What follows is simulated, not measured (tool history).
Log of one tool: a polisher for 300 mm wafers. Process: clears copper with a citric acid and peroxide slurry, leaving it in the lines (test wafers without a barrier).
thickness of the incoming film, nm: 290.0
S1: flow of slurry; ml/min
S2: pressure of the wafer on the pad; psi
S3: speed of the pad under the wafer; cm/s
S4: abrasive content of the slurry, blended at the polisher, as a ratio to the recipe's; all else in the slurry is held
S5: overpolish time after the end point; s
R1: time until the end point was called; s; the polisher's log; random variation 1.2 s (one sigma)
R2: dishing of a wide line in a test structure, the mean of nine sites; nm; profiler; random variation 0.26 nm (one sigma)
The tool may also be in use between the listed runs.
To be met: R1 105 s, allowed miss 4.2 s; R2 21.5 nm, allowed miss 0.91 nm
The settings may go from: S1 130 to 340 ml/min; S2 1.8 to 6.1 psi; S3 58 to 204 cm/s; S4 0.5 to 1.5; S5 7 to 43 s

{"run": 1, "day": 0.0, "S1": 220, "S2": 3.9, "S3": 130, "S4": 1, "S5": 22, "R1": 68.757, "R2": 25.214}
{"run": 2, "day": 0.079, "S1": 220, "S2": 3.9, "S3": 152, "S4": 1, "S5": 22, "R1": 59.42, "R2": 25.377}
{"run": 3, "day": 0.4, "S1": 220, "S2": 3.9, "S3": 152, "S4": 1, "S5": 27, "R1": 59.971, "R2": 26.145}
{"run": 4, "day": 0.612, "S1": 220, "S2": 3.4, "S3": 150, "S4": 1, "S5": 25, "R1": 68.745, "R2": 25.134}
{"run": 5, "day": 0.729, "S1": 220, "S2": 3, "S3": 150, "S4": 1, "S5": 23, "R1": 79.806, "R2": 24.079}
{"run": 6, "day": 1.088, "S1": 220, "S2": 2.8, "S3": 150, "S4": 1, "S5": 21, "R1": 84.146, "R2": 22.826}
{"run": 7, "day": 1.275, "S1": 220, "S2": 2.6, "S3": 150, "S4": 1, "S5": 21, "R1": 89.258, "R2": 22.614}
{"run": 8, "day": 1.454, "S1": 220, "S2": 2.5, "S3": 150, "S4": 1, "S5": 21, "R1": 93.567, "R2": 21.862}

4 next moves are on the table. One of them brings every result within its allowed miss. Which?
{"run": "A", "day": 1.633, "S1": 235, "S2": 2.5, "S3": 124, "S4": 0.95, "S5": 23, "R1": "?", "R2": "?"}
{"run": "B", "day": 1.633, "S1": 220, "S2": 2.2, "S3": 148, "S4": 1, "S5": 22, "R1": "?", "R2": "?"}
{"run": "C", "day": 1.633, "S1": 195, "S2": 3, "S3": 98, "S4": 1.15, "S5": 33, "R1": "?", "R2": "?"}
{"run": "D", "day": 1.633, "S1": 225, "S2": 2.6, "S3": 152, "S4": 1, "S5": 24, "R1": "?", "R2": "?"}

move=A R1=113.81 R2=21.718
move=B R1=107.99 R2=21.679
move=C R1=117.6 R2=24.608
move=D R1=89.701 R2=24.034
A: takes the result that was furthest off past its target
B: meets every target
C: takes the result that was furthest off past its target
D: further off than the last run
Answer: B

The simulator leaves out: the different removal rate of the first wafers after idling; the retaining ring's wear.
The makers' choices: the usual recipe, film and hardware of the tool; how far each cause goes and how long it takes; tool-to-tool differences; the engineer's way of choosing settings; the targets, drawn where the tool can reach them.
